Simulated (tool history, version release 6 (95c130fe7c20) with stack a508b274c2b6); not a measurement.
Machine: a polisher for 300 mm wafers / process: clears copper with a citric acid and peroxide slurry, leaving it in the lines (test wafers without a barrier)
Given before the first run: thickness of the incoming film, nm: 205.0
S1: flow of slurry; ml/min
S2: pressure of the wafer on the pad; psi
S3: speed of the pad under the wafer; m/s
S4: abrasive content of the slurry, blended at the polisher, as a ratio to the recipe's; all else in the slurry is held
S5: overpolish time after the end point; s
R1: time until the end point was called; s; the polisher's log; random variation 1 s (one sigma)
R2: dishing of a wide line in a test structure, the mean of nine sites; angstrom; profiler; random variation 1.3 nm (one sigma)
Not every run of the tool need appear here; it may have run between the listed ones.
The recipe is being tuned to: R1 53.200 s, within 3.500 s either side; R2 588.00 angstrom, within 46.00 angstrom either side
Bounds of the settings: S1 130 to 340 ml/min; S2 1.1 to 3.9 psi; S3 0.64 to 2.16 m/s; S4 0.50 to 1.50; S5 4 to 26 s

run  hour   S1   S2    S3    S4  S5      R1      R2
  1   0.0  220  2.5  1.40  1.00  13  77.694  263.70
  2   2.3  220  2.8  1.42  1.00  15  66.856  335.69
  3  10.0  170  2.8  1.42  1.00  15  68.129  315.59
  4  17.1  175  2.9  1.44  1.00  17  66.466  374.76
  5  24.1  175  2.9  1.44  1.00  21  67.369  445.05
  6  26.3  215  2.9  1.44  1.00  21  66.205  455.58
  7  28.6  215  3.0  1.44  1.00  21  61.763  497.49
  8  34.7  220  3.1  1.44  1.00  21  60.777  496.16
  9  35.3  220  3.2  1.44  1.00  21  57.093  511.81

Below are 5 possible settings for the next run. Only one of them brings all results inside the allowed miss of their targets. Which is it?
  A  35.9  220  3.7  1.40  1.00  17   ?   ?
  B  35.9  210  2.7  1.56  0.85  23   ?   ?
  C  35.9  305  3.3  1.38  1.25  23   ?   ?
  D  35.9  240  3.0  1.58  0.80  18   ?   ?
  E  35.9  235  3.0  1.46  0.80  20   ?   ?

move      R1      R2
   A  51.950  471.91
   B  66.633  481.71
   C  53.771  580.98
   D  59.248  437.39
   E  64.158  446.93
A: further off than the last run
B: further off than the last run
C: in spec on every target
D: further off than the last run
E: further off than the last run
Move C is the one to make.

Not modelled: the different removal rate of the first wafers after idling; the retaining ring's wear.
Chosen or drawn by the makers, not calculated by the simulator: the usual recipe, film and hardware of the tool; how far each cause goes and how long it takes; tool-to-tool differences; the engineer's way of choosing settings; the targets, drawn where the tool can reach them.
